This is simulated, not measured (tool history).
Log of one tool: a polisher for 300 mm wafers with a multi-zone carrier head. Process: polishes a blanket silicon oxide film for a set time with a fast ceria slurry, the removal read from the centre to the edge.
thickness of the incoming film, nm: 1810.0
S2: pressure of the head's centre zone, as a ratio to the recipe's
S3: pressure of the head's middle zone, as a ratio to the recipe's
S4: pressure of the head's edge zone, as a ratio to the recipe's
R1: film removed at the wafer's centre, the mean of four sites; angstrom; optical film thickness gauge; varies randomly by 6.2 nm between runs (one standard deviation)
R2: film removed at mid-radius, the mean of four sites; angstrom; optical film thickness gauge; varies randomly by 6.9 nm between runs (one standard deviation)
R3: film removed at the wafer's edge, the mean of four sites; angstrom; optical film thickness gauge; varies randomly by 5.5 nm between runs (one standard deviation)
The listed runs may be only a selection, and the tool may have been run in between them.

Run 1, hour 0.0: flow of slurry (ml/min) 235, S2 1.00, S3 1.00, S4 1.00, polishing time (s) 43. Result: R1 6612.9 angstrom, R2 6967.7 angstrom, R3 6613.4 angstrom.
Run 2, hour 2.6: flow of slurry (ml/min) 235, S2 1.00, S3 1.00, S4 1.06, polishing time (s) 43. Result: R1 6719.4 angstrom, R2 6983.6 angstrom, R3 6922.4 angstrom.
Run 3, hour 5.9: flow of slurry (ml/min) 235, S2 1.00, S3 1.00, S4 1.06, polishing time (s) 39. Result: R1 5831.1 angstrom, R2 6186.3 angstrom, R3 6139.8 angstrom.
Run 4, hour 13.9: flow of slurry (ml/min) 235, S2 1.01, S3 1.01, S4 1.01, polishing time (s) 36. Result: R1 5635.5 angstrom, R2 5807.6 angstrom, R3 5624.1 angstrom.
Run 5, hour 18.3: flow of slurry (ml/min) 235, S2 0.98, S3 1.01, S4 1.01, polishing time (s) 36. Result: R1 5539.1 angstrom, R2 5723.3 angstrom, R3 5602.3 angstrom.
Run 6, hour 25.3: flow of slurry (ml/min) 205, S2 0.98, S3 1.01, S4 1.01, polishing time (s) 36. Result: R1 5196.2 angstrom, R2 5597.2 angstrom, R3 5419.9 angstrom.
Run 7, hour 32.6: flow of slurry (ml/min) 195, S2 0.98, S3 1.02, S4 0.97, polishing time (s) 34. Result: R1 5018.4 angstrom, R2 5172.5 angstrom, R3 5223.9 angstrom.
Run 8, hour 37.3: flow of slurry (ml/min) 230, S2 0.97, S3 1.05, S4 0.96, polishing time (s) 31. Result: R1 4675.1 angstrom, R2 5201.7 angstrom, R3 4815.7 angstrom.
Run 9, hour 38.9: flow of slurry (ml/min) 235, S2 0.98, S3 1.06, S4 0.93, polishing time (s) 29. Result: R1 4392.7 angstrom, R2 4828.9 angstrom, R3 4354.2 angstrom.

For run 10, what comes out?
Run 10, hour 40.4: flow of slurry (ml/min) 235, S2 0.98, S3 1.06, S4 0.91, polishing time (s) 29. Result: R1 ?, R2 ?, R3 ?.

Run 10 measured R1 4449.4 angstrom, R2 4881.0 angstrom, R3 4376.4 angstrom.
